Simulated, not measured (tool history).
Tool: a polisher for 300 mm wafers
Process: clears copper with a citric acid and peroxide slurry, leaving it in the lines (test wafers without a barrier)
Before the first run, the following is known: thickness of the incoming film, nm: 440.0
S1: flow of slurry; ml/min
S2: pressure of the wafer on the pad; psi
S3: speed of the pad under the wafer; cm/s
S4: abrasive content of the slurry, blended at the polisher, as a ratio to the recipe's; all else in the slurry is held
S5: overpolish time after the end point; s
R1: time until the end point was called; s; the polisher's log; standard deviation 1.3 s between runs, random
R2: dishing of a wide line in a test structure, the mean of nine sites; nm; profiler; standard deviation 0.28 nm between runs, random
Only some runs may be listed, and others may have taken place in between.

run  hour   S1   S2   S3    S4  S5       R1      R2
  1   0.0  195  3.9  130  1.00  15  108.520  39.256
  2   5.6  155  3.9  130  1.00  15  113.210  36.789
  3  12.0  135  3.9  130  1.00  15  116.920  36.350
  4  15.9  135  3.9  162  1.00  15   95.494  44.368
  5  17.6  155  3.9  162  1.00  15   89.458  45.608
  6  25.7  175  3.7  162  1.00  13   92.314  40.359
  7  34.4  180  3.5  160  1.05  11   96.422  33.455
  8  37.5  185  3.4  160  1.10  10   95.827  29.469
  9  40.5  180  3.3  160  1.15  10   98.186  29.167
 10  44.9  180  3.2  160  1.20   9  101.670  27.011
 11  48.2  180  3.1  160  1.20   8  103.550  23.566
 12  51.7  175  3.1  160  1.20   8  103.600  23.808

Forecast run 13:
 13  54.1  170  3.1  160  1.20   8   ?   ?

Run 13 gave R1 101.670 s, R2 23.324 nm.
